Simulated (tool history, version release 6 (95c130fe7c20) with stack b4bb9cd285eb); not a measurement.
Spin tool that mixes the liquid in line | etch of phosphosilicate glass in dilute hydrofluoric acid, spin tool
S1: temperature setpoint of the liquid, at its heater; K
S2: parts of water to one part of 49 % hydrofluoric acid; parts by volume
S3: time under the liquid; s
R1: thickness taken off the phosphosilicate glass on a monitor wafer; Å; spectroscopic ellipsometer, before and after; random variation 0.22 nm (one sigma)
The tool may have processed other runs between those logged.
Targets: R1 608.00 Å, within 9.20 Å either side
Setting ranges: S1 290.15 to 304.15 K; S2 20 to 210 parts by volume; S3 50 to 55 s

run 1 hour=0.0 | S1=296.15 S2=115 S3=50 | R1=323.50
run 2 hour=7.2 | S1=294.15 S2=115 S3=50 | R1=298.33
run 3 hour=10.3 | S1=297.15 S2=115 S3=50 | R1=337.21
run 4 hour=18.0 | S1=297.15 S2=115 S3=50 | R1=336.27
run 5 hour=19.7 | S1=297.15 S2=115 S3=50 | R1=337.20
run 6 hour=21.5 | S1=295.15 S2=115 S3=50 | R1=311.66
run 7 hour=27.4 | S1=296.65 S2=110 S3=50 | R1=347.79
run 8 hour=33.0 | S1=298.15 S2=105 S3=50 | R1=384.84
run 9 hour=39.9 | S1=302.15 S2=75 S3=50 | R1=663.17

Next run, 5 choices. One meets every target within its allowed miss, the rest don't. Which?
run A hour=46.8 | S1=298.15 S2=70 S3=50 | R1=?
run B hour=46.8 | S1=297.65 S2=60 S3=50 | R1=?
run C hour=46.8 | S1=302.65 S2=80 S3=50 | R1=?
run D hour=46.8 | S1=300.15 S2=80 S3=50 | R1=?
run E hour=46.8 | S1=304.15 S2=90 S3=55 | R1=?

move=A R1=607.11
move=B R1=703.73
move=C R1=623.92
move=D R1=566.82
move=E R1=635.82
A: all results in spec
B: its largest miss is bigger than the last run's
C: gains on the last run, yet a result remains outside its allowed miss
D: carries the result that was furthest off beyond its target, to the other side
E: gains on the last run, yet a result remains outside its allowed miss
The move that meets every target is A.

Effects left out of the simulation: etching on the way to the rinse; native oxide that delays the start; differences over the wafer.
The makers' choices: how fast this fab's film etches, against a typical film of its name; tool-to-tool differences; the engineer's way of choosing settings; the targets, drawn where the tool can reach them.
